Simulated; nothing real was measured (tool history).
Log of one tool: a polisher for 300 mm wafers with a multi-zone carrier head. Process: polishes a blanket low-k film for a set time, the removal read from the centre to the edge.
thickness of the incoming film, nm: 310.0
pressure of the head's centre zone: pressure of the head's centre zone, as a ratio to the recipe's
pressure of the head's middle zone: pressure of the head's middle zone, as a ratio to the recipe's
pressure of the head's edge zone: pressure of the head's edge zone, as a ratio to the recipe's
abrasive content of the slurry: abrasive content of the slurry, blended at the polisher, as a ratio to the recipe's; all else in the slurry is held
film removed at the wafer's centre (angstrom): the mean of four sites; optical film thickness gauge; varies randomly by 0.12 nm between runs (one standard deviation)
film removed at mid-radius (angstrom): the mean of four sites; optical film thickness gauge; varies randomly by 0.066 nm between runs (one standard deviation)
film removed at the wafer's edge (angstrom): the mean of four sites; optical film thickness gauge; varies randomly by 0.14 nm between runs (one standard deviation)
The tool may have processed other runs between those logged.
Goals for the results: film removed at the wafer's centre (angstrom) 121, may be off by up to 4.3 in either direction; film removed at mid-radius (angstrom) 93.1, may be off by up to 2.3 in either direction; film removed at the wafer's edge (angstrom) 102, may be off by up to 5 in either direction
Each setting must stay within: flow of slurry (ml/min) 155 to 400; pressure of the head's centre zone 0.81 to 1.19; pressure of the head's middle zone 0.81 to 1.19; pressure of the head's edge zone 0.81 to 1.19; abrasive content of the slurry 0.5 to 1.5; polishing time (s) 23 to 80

run    day  flow of slurry (ml/min)  pressure of the head's centre zone  pressure of the head's middle zone  pressure of the head's edge zone  abrasive content of the slurry  polishing time (s)  film removed at the wafer's centre (angstrom)  film removed at mid-radius (angstrom)  film removed at the wafer's edge (angstrom)
  1      0                      255                                   1                                   1                                 1                               1                  51                                         171.75                                 169.51                                       165.27
  2  0.058                      255                                   1                                   1                                 1                            0.85                  51                                         160.72                                 158.54                                       157.32
  3  0.167                      255                                   1                                   1                                 1                            0.85                  41                                          130.1                                 128.12                                       128.35
  4  0.458                      255                                   1                                   1                              0.92                            0.85                  41                                         130.27                                 127.86                                       123.23
  5  0.496                      255                                   1                                0.93                              0.92                            0.85                  41                                         132.19                                  122.1                                       122.69
  6  0.729                      255                                   1                                0.87                              0.92                            0.85                  41                                          130.5                                 115.52                                       120.75
  7  1.017                      255                                   1                                0.87                              0.92                            0.85                  41                                         133.08                                 114.73                                       124.49
  8  1.346                      250                                1.02                                0.85                              0.89                            0.75                  41                                         127.87                                 107.78                                       115.94
  9  1.479                      240                                1.04                                0.84                              0.87                             0.7                  41                                         124.95                                 104.66                                       111.76
 10  1.812                      240                                1.06                                0.83                              0.87                            0.65                  41                                         123.76                                 101.01                                       108.35
 11  2.125                      235                                1.08                                0.82                              0.87                             0.6                  41                                         124.99                                 96.756                                       108.11
 12  2.325                      230                                1.08                                0.82                              0.86                             0.6                  41                                         124.73                                 96.178                                       105.87
     2.625  -- slurry nozzle cleaned
 13  2.625                      220                                1.08                                0.82                              0.85                             0.6                  41                                         130.18                                 101.31                                       107.93
 14  2.979                      220                                1.08                                0.82                              0.85                             0.6                  41                                          129.6                                 100.69                                       107.28

Exercise: of the 4 proposed moves below, exactly one satisfies all targets within the stated allowed misses. Which move is it?
  A  3.333                      275                                 1.1                                0.83                              1.19                             0.7                  35                                              ?                                      ?                                            ?
  B  3.333                      240                                1.08                                0.81                              0.86                             0.6                  38                                              ?                                      ?                                            ?
  C  3.333                      210                                1.06                                0.84                              0.85                             0.6                  39                                              ?                                      ?                                            ?
  D  3.333                      160                                1.15                                0.82                              0.86                             0.6                  42                                              ?                                      ?                                            ?

move  film removed at the wafer's centre (angstrom)  film removed at mid-radius (angstrom)  film removed at the wafer's edge (angstrom)
   A                                         121.33                                 94.027                                       117.86
   B                                         120.45                                 93.607                                       102.44
   C                                         118.74                                 96.854                                       103.05
   D                                         131.08                                 97.316                                       107.54
A: brings the last run's worst result on target, with another outside its allowed miss
B: in spec on every target
C: moves toward the targets from the last run without getting all of them in spec
D: moves toward the targets from the last run without getting all of them in spec
The right move is B.
